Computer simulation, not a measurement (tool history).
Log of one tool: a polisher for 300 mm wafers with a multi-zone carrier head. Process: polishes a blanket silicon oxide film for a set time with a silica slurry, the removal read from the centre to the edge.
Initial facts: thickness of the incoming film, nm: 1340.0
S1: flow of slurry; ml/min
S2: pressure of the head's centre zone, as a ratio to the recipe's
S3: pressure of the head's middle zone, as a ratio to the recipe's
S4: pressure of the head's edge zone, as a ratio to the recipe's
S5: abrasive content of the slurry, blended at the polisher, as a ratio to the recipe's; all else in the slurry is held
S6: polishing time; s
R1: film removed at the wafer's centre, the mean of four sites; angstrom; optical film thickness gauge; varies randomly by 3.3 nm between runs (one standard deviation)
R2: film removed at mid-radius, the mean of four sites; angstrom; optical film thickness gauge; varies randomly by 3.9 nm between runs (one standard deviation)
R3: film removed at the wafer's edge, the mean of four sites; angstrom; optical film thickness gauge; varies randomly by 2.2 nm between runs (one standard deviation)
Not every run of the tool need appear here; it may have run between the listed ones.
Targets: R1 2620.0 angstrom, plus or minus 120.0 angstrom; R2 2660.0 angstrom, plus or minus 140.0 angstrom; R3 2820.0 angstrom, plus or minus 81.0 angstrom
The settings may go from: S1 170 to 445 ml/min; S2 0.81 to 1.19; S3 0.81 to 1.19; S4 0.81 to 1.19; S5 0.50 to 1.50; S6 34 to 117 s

run 1 hour=0.0 | S1=285 S2=1.00 S3=1.00 S4=1.00 S5=1.00 S6=75 | R1=4200.0 R2=4659.9 R3=4666.6
run 2 hour=8.1 | S1=285 S2=1.00 S3=0.98 S4=0.98 S5=0.90 S6=72 | R1=3756.6 R2=4245.6 R3=4191.7
run 3 hour=11.9 | S1=285 S2=1.00 S3=0.98 S4=0.98 S5=1.10 S6=72 | R1=4233.1 R2=4734.0 R3=4673.4
run 4 hour=16.2 | S1=285 S2=1.07 S3=0.98 S4=0.98 S5=1.10 S6=72 | R1=4464.0 R2=4759.7 R3=4626.7
run 5 hour=20.8 | S1=280 S2=1.07 S3=0.96 S4=0.97 S5=1.00 S6=70 | R1=4209.5 R2=4363.6 R3=4350.0
run 6 hour=23.2 | S1=280 S2=1.13 S3=0.96 S4=0.97 S5=1.00 S6=70 | R1=4366.0 R2=4228.5 R3=4317.4
run 7 hour=25.1 | S1=245 S2=1.03 S3=0.86 S4=0.94 S5=0.75 S6=53 | R1=2467.9 R2=2517.2 R3=2624.6
run 8 hour=30.1 | S1=255 S2=1.03 S3=0.86 S4=0.95 S5=0.75 S6=53 | R1=2479.5 R2=2496.3 R3=2657.6

Next run, 4 choices. One meets every target within its allowed miss, the rest don't. Which?
run A hour=35.1 | S1=200 S2=0.95 S3=0.87 S4=1.03 S5=0.80 S6=52 | R1=? R2=? R3=?
run B hour=35.1 | S1=280 S2=1.02 S3=0.84 S4=0.94 S5=0.90 S6=49 | R1=? R2=? R3=?
run C hour=35.1 | S1=170 S2=0.91 S3=0.96 S4=1.05 S5=1.05 S6=45 | R1=? R2=? R3=?
run D hour=35.1 | S1=325 S2=1.04 S3=0.92 S4=0.90 S5=0.90 S6=46 | R1=? R2=? R3=?

move=A R1=2280.8 R2=2460.9 R3=2748.9
move=B R1=2636.4 R2=2583.9 R3=2782.3
move=C R1=2162.2 R2=2580.8 R3=2778.6
move=D R1=2569.7 R2=2587.4 R3=2589.2
A: the furthest-off result lands on target, but another misses its tolerance
B: all results land within tolerance of their targets
C: the furthest-off result lands on target, but another misses its tolerance
D: moves away from the targets compared with the last run
B is the move that brings every result within its allowed miss.
